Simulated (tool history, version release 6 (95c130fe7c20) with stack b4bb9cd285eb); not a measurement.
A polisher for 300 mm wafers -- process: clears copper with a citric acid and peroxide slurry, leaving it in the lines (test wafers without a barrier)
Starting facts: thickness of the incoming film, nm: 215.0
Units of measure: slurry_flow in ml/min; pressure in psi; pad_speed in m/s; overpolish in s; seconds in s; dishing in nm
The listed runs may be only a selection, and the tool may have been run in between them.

run	hour	slurry_flow	pressure	pad_speed	slurry_solids	overpolish	seconds	dishing
1	0.0	240	2.6	0.96	1.00	29	113.72	38.589
2	7.0	200	2.6	0.96	1.00	29	120.84	37.797
3	15.1	200	2.6	0.72	1.00	29	154.53	29.292
4	18.6	215	2.5	0.70	1.00	26	163.28	24.523
5	23.1	215	2.5	0.70	1.00	37	160.94	34.725
6	24.4	215	2.5	0.70	1.00	42	158.79	38.255
7	29.9	235	2.4	0.66	1.00	37	180.45	31.455
8	35.0	220	2.4	0.64	1.05	33	180.84	28.245
9	38.2	220	2.4	0.62	1.00	30	186.99	24.633
10	42.5	225	2.4	0.62	0.95	27	188.93	21.902
11	45.4	225	2.4	0.62	0.90	25	191.53	20.045
12	51.2	225	2.4	0.62	0.85	23	197.80	18.795

Predict the results of run 13:
13	58.4	230	2.4	0.62	0.85	21	?	?

Run 13 measured seconds 198.14 s, dishing 17.087 nm.
